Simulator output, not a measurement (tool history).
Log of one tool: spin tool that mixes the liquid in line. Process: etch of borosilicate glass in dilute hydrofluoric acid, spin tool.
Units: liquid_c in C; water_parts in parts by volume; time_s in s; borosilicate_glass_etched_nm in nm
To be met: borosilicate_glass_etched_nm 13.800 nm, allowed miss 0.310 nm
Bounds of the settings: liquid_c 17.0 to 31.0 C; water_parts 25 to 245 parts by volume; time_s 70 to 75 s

| run | hour | liquid_c | water_parts | time_s | borosilicate_glass_etched_nm |
|---|---|---|---|---|---|
| 1 | 0.0 | 23.0 | 135 | 70 | 16.114 |
| 2 | 0.8 | 22.0 | 135 | 70 | 15.607 |
| 3 | 9.7 | 21.5 | 135 | 70 | 15.129 |
| 4 | 17.8 | 24.5 | 135 | 70 | 17.001 |
| 5 | 21.8 | 22.5 | 135 | 70 | 15.751 |
| 6 | 29.3 | 22.5 | 100 | 70 | 22.116 |
| 7 | 32.5 | 21.5 | 105 | 70 | 19.948 |
| 8 | 40.2 | 21.5 | 105 | 70 | 20.160 |
| 9 | 42.4 | 20.5 | 110 | 70 | 18.393 |
| 10 | 47.2 | 20.0 | 115 | 70 | 17.105 |
| 11 | 53.7 | 19.5 | 115 | 70 | 16.755 |
| 12 | 58.2 | 19.0 | 115 | 70 | 16.399 |
| 13 | 63.5 | 19.0 | 115 | 70 | 16.388 |

Which of these 5 next moves meets every target?
| A | 68.8 | 19.0 | 120 | 75 | ? |
| B | 68.8 | 20.0 | 105 | 75 | ? |
| C | 68.8 | 17.0 | 125 | 75 | ? |
| D | 68.8 | 17.5 | 135 | 75 | ? |
| E | 68.8 | 22.5 | 115 | 75 | ? |

| move | borosilicate_glass_etched_nm |
|---|---|
| A | 16.852 |
| B | 20.393 |
| C | 14.820 |
| D | 13.870 |
| E | 20.364 |
A: further off than the last run
B: further off than the last run
C: nearer than the last run, and not there yet
D: meets every target
E: further off than the last run
The right move is D.

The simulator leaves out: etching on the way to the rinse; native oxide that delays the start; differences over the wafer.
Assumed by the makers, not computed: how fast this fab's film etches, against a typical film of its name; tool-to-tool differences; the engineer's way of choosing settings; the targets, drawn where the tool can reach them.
